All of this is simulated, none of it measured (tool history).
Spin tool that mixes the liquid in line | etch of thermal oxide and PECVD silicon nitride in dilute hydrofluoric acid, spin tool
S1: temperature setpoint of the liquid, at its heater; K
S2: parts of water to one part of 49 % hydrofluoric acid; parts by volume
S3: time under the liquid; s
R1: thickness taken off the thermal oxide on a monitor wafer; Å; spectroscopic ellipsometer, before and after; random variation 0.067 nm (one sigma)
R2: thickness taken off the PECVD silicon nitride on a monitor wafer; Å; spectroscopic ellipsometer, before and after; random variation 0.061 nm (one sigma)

run	hour	S1	S2	S3	R1	R2
1	0	293.15	285	180	20.44	17.407
2	3.4	293.15	360	180	15.219	13.952
3	4.8	294.15	335	180	17.074	16.006
4	10	294.15	405	180	13.673	13.267
5	17.6	294.15	335	180	17.322	15.637
6	22.2	290.65	335	180	15.623	12.906

Run 7 comes next. What will it give?
7	29.2	291.65	310	180	?	?

{"run 7": {"R1": 17.575, "R2": 14.586}}
